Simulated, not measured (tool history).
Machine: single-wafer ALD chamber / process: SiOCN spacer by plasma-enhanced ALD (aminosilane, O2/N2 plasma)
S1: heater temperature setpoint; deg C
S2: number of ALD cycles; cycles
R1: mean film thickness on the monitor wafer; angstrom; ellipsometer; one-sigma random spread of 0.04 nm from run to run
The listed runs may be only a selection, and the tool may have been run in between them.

{"run": 1, "hour": 0.0, "S1": 395, "S2": 108, "R1": 69.057}
{"run": 2, "hour": 4.7, "S1": 390, "S2": 108, "R1": 69.37}
{"run": 3, "hour": 7.1, "S1": 386, "S2": 108, "R1": 68.525}
{"run": 4, "hour": 12.0, "S1": 395, "S2": 108, "R1": 69.074}
{"run": 5, "hour": 14.0, "S1": 395, "S2": 110, "R1": 69.306}
{"run": 6, "hour": 18.4, "S1": 395, "S2": 95, "R1": 60.559}
{"run": 7, "hour": 21.9, "S1": 395, "S2": 98, "R1": 63.22}
{"run": 8, "hour": 24.1, "S1": 395, "S2": 101, "R1": 64.56}
{"run": 9, "hour": 32.3, "S1": 395, "S2": 104, "R1": 66.159}
{"run": 10, "hour": 33.0, "S1": 395, "S2": 106, "R1": 67.173}

Run 11 has not been measured yet. What should we expect?
{"run": 11, "hour": 36.2, "S1": 395, "S2": 108, "R1": "?"}

Run 11 measured R1 68.813 angstrom.
